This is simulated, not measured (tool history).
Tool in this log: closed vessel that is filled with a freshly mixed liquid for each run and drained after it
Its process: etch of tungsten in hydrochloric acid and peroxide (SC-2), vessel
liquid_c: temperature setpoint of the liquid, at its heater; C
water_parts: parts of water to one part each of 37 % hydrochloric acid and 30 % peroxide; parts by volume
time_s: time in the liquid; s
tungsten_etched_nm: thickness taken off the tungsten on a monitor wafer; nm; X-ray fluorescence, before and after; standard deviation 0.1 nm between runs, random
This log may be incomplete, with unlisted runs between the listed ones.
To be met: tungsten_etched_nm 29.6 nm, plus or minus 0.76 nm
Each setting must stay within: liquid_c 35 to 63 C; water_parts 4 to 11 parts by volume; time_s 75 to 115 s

Run 1, hour 0: liquid_c 47 C, water_parts 6 parts by volume, time_s 115 s. Result: tungsten_etched_nm 18.198 nm.
Run 2, hour 4.1: liquid_c 47 C, water_parts 6 parts by volume, time_s 75 s. Result: tungsten_etched_nm 11.756 nm.
Run 3, hour 6: liquid_c 51 C, water_parts 6 parts by volume, time_s 75 s. Result: tungsten_etched_nm 15.413 nm.
Run 4, hour 10: liquid_c 51 C, water_parts 6 parts by volume, time_s 115 s. Result: tungsten_etched_nm 23.517 nm.
Run 5, hour 18.3: liquid_c 52 C, water_parts 6 parts by volume, time_s 115 s. Result: tungsten_etched_nm 25.242 nm.
Run 6, hour 26.9: liquid_c 52 C, water_parts 6 parts by volume, time_s 75 s. Result: tungsten_etched_nm 16.585 nm.
Run 7, hour 32.2: liquid_c 55 C, water_parts 6 parts by volume, time_s 75 s. Result: tungsten_etched_nm 20.116 nm.
Run 8, hour 33.9: liquid_c 57 C, water_parts 6 parts by volume, time_s 75 s. Result: tungsten_etched_nm 22.928 nm.

4 candidate next runs follow, results not yet known. Just one meets every target within its allowed miss. Identify it.
Run A, hour 35.6: liquid_c 60 C, water_parts 7.5 parts by volume, time_s 95 s. Result: tungsten_etched_nm ?.
Run B, hour 35.6: liquid_c 54.5 C, water_parts 5.5 parts by volume, time_s 115 s. Result: tungsten_etched_nm ?.
Run C, hour 35.6: liquid_c 56.5 C, water_parts 7 parts by volume, time_s 105 s. Result: tungsten_etched_nm ?.
Run D, hour 35.6: liquid_c 50.5 C, water_parts 6.5 parts by volume, time_s 110 s. Result: tungsten_etched_nm ?.

move  tungsten_etched_nm
   A               29.54
   B              31.892
   C              27.605
   D              20.699
A: hits every target within its allowed miss
B: the result that was furthest off in the last run now lies on the other side of its target
C: closes in on the targets versus the last run, not all within tolerance yet
D: the biggest miss grows against the last run
Go with A: it meets all targets.
